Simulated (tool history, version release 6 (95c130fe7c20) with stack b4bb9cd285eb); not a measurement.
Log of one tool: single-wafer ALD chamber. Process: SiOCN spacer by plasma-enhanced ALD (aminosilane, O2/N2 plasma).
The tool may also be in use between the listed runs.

run,hour,heater temperature setpoint (deg C),number of ALD cycles (cycles),mean film thickness on the monitor wafer (nm)
1,0.0,415,103,5.8523
2,7.9,410,103,5.9621
3,11.7,410,118,6.8959
4,18.4,420,118,6.5659
5,26.4,420,110,6.1014
6,27.3,424,102,5.6553
7,31.0,424,102,5.6675

The next listed run, before its measurement:
8,36.9,426,94,?

Run 8 gave mean film thickness on the monitor wafer (nm) 5.1471.
